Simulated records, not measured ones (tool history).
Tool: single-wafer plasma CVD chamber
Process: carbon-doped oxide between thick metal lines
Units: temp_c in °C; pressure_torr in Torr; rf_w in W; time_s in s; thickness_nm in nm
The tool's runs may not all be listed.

run,hour,temp_c,pressure_torr,rf_w,time_s,thickness_nm
1,0,350,3.68,640,126,618.05
2,4.8,351,3.62,620,126,603.69
3,12,355,3.62,620,126,596.89
4,20.2,355,4.19,620,126,609.59
5,23.7,355,3.62,620,126,601.12
# hour 24.7: RF generator calibrated
6,24.7,362,3.62,620,126,619.76
7,32.6,361,3.6,600,126,605.55
8,34.9,359,3.57,580,126,586.31
9,42.6,359,3.55,565,126,573.37
10,49.4,359,3.54,555,126,562.9
11,57.1,359,3.53,545,126,553.77
12,59.6,359,3.52,540,126,550.77
13,61.5,359,3.51,535,126,547.5
14,66,359,3.5,530,126,536.41
15,66.9,359,3.49,525,126,533.21

Forecast run 16:
16,68.8,359,3.48,520,126,?

{"run 16": {"thickness_nm": 528.43}}

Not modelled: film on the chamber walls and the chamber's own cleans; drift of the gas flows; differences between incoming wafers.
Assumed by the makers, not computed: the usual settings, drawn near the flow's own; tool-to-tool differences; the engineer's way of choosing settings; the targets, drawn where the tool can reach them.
